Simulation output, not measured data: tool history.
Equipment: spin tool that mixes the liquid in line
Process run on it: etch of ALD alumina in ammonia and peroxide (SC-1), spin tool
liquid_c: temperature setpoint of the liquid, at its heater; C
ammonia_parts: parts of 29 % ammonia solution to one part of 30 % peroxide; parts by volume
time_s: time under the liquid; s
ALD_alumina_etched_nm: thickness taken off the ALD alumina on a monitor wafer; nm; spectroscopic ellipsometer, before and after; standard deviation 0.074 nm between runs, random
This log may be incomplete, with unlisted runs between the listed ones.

Run 1, hour 0: liquid_c 59 C, ammonia_parts 0.85 parts by volume, time_s 280 s. Result: ALD_alumina_etched_nm 22.618 nm.
Run 2, hour 1.9: liquid_c 55.5 C, ammonia_parts 0.85 parts by volume, time_s 280 s. Result: ALD_alumina_etched_nm 18.66 nm.
Run 3, hour 6.8: liquid_c 52.5 C, ammonia_parts 0.85 parts by volume, time_s 280 s. Result: ALD_alumina_etched_nm 15.917 nm.
Run 4, hour 7.6: liquid_c 52.5 C, ammonia_parts 0.85 parts by volume, time_s 280 s. Result: ALD_alumina_etched_nm 15.871 nm.
Run 5, hour 8.8: liquid_c 52.5 C, ammonia_parts 0.85 parts by volume, time_s 300 s. Result: ALD_alumina_etched_nm 17.219 nm.
Run 6, hour 14.6: liquid_c 51 C, ammonia_parts 0.85 parts by volume, time_s 300 s. Result: ALD_alumina_etched_nm 15.701 nm.
Run 7, hour 22.2: liquid_c 50 C, ammonia_parts 0.85 parts by volume, time_s 300 s. Result: ALD_alumina_etched_nm 14.805 nm.
Run 8, hour 30.2: liquid_c 49.5 C, ammonia_parts 0.85 parts by volume, time_s 300 s. Result: ALD_alumina_etched_nm 14.614 nm.

Run 9 has not been measured yet. What should we expect?
Run 9, hour 38.8: liquid_c 46.5 C, ammonia_parts 0.85 parts by volume, time_s 300 s. Result: ALD_alumina_etched_nm ?.

ALD_alumina_etched_nm: 12.253 nm

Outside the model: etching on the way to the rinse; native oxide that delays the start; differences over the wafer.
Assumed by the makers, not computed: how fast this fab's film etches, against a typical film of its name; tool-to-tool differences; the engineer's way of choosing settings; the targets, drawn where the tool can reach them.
